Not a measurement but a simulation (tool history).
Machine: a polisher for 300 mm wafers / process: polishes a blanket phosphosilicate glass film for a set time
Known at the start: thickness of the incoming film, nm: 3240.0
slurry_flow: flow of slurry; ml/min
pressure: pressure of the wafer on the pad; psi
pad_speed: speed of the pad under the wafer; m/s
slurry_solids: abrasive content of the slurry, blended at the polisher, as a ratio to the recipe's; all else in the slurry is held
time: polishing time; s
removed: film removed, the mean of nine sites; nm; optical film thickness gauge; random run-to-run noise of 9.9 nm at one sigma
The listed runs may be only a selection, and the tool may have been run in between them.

run	hour	slurry_flow	pressure	pad_speed	slurry_solids	time	removed
1	0	270	3	0.84	1	65	415.49
2	3.6	270	3.4	0.86	1	65	474.65
3	8.9	270	3.7	0.88	1	65	512.12
4	12	235	3.7	0.88	1	65	515.66
5	17.5	235	3.9	0.92	1	65	563.25
6	24.7	235	4.1	0.94	1	65	606.63
7	29.2	235	4.2	0.96	1	65	628.09

The next listed run, before its measurement:
8	34.6	235	4.3	0.98	1	65	?

{"run 8": {"removed": 658.26}}
